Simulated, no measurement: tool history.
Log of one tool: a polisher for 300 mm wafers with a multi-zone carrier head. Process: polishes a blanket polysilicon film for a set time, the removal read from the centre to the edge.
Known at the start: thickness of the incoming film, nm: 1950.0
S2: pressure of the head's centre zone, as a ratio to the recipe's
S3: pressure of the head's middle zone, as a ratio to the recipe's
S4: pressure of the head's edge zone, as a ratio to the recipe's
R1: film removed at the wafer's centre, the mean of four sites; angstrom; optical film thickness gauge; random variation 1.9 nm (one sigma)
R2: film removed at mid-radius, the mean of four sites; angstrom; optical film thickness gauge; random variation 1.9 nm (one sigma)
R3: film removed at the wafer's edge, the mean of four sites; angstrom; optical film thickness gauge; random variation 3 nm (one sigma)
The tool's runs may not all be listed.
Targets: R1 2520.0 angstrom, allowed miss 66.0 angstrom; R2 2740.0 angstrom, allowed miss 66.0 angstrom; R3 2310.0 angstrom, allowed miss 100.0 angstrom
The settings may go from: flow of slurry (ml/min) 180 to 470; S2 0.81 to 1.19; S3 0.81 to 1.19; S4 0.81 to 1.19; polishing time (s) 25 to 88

{"run": 1, "hour": 0.0, "flow of slurry (ml/min)": 300, "S2": 1.0, "S3": 1.0, "S4": 1.0, "polishing time (s)": 56, "R1": 4321.8, "R2": 4216.5, "R3": 4210.4}
{"run": 2, "hour": 4.1, "flow of slurry (ml/min)": 300, "S2": 1.0, "S3": 1.0, "S4": 1.0, "polishing time (s)": 68, "R1": 5351.3, "R2": 5112.1, "R3": 5120.5}
{"run": 3, "hour": 5.5, "flow of slurry (ml/min)": 305, "S2": 1.0, "S3": 1.01, "S4": 0.96, "polishing time (s)": 59, "R1": 4556.9, "R2": 4501.1, "R3": 4370.5}
{"run": 4, "hour": 9.4, "flow of slurry (ml/min)": 305, "S2": 1.0, "S3": 1.01, "S4": 1.01, "polishing time (s)": 59, "R1": 4651.1, "R2": 4516.8, "R3": 4454.4}
{"run": 5, "hour": 17.2, "flow of slurry (ml/min)": 305, "S2": 1.0, "S3": 1.01, "S4": 1.06, "polishing time (s)": 59, "R1": 4606.1, "R2": 4541.0, "R3": 4480.9}
{"run": 6, "hour": 20.9, "flow of slurry (ml/min)": 290, "S2": 1.01, "S3": 1.03, "S4": 1.01, "polishing time (s)": 51, "R1": 4011.9, "R2": 3930.7, "R3": 3927.5}
{"run": 7, "hour": 27.9, "flow of slurry (ml/min)": 330, "S2": 1.0, "S3": 1.03, "S4": 0.97, "polishing time (s)": 45, "R1": 3545.3, "R2": 3533.5, "R3": 3352.4}
{"run": 8, "hour": 32.2, "flow of slurry (ml/min)": 360, "S2": 0.98, "S3": 1.02, "S4": 0.94, "polishing time (s)": 42, "R1": 3219.7, "R2": 3283.1, "R3": 3061.4}
{"run": 9, "hour": 38.1, "flow of slurry (ml/min)": 385, "S2": 0.97, "S3": 1.02, "S4": 0.91, "polishing time (s)": 40, "R1": 3107.0, "R2": 3094.9, "R3": 2886.5}
{"run": 10, "hour": 43.3, "flow of slurry (ml/min)": 400, "S2": 0.96, "S3": 1.03, "S4": 0.89, "polishing time (s)": 38, "R1": 2883.5, "R2": 3023.9, "R3": 2730.0}
{"run": 11, "hour": 46.3, "flow of slurry (ml/min)": 410, "S2": 0.96, "S3": 1.03, "S4": 0.87, "polishing time (s)": 37, "R1": 2785.9, "R2": 2952.0, "R3": 2590.5}
{"run": 12, "hour": 48.7, "flow of slurry (ml/min)": 415, "S2": 0.96, "S3": 1.03, "S4": 0.86, "polishing time (s)": 36, "R1": 2773.0, "R2": 2858.4, "R3": 2529.1}
{"run": 13, "hour": 51.8, "flow of slurry (ml/min)": 415, "S2": 0.95, "S3": 1.03, "S4": 0.85, "polishing time (s)": 36, "R1": 2705.4, "R2": 2853.6, "R3": 2527.8}
{"run": 14, "hour": 55.0, "flow of slurry (ml/min)": 420, "S2": 0.95, "S3": 1.04, "S4": 0.84, "polishing time (s)": 35, "R1": 2624.4, "R2": 2778.7, "R3": 2483.0}
{"run": 15, "hour": 60.0, "flow of slurry (ml/min)": 420, "S2": 0.95, "S3": 1.04, "S4": 0.84, "polishing time (s)": 35, "R1": 2643.0, "R2": 2785.4, "R3": 2444.6}
{"run": 16, "hour": 62.3, "flow of slurry (ml/min)": 425, "S2": 0.95, "S3": 1.05, "S4": 0.83, "polishing time (s)": 35, "R1": 2658.2, "R2": 2809.9, "R3": 2492.3}
{"run": 17, "hour": 67.6, "flow of slurry (ml/min)": 435, "S2": 0.95, "S3": 1.05, "S4": 0.83, "polishing time (s)": 35, "R1": 2651.3, "R2": 2833.7, "R3": 2475.3}

4 next moves are on the table. One of them brings every result within its allowed miss. Which?
{"run": "A", "hour": 72.9, "flow of slurry (ml/min)": 460, "S2": 0.94, "S3": 1.13, "S4": 0.89, "polishing time (s)": 32, "R1": "?", "R2": "?", "R3": "?"}
{"run": "B", "hour": 72.9, "flow of slurry (ml/min)": 465, "S2": 0.9, "S3": 1.14, "S4": 0.82, "polishing time (s)": 33, "R1": "?", "R2": "?", "R3": "?"}
{"run": "C", "hour": 72.9, "flow of slurry (ml/min)": 470, "S2": 0.95, "S3": 1.08, "S4": 0.81, "polishing time (s)": 33, "R1": "?", "R2": "?", "R3": "?"}
{"run": "D", "hour": 72.9, "flow of slurry (ml/min)": 465, "S2": 0.89, "S3": 1.08, "S4": 0.82, "polishing time (s)": 33, "R1": "?", "R2": "?", "R3": "?"}

move=A R1=2404.3 R2=2771.6 R3=2308.2
move=B R1=2374.8 R2=2881.8 R3=2295.4
move=C R1=2508.4 R2=2756.3 R3=2285.9
move=D R1=2347.2 R2=2755.6 R3=2297.2
A: takes the result that was furthest off past its target
B: takes the result that was furthest off past its target
C: meets every target
D: takes the result that was furthest off past its target
Move C is the one to make.
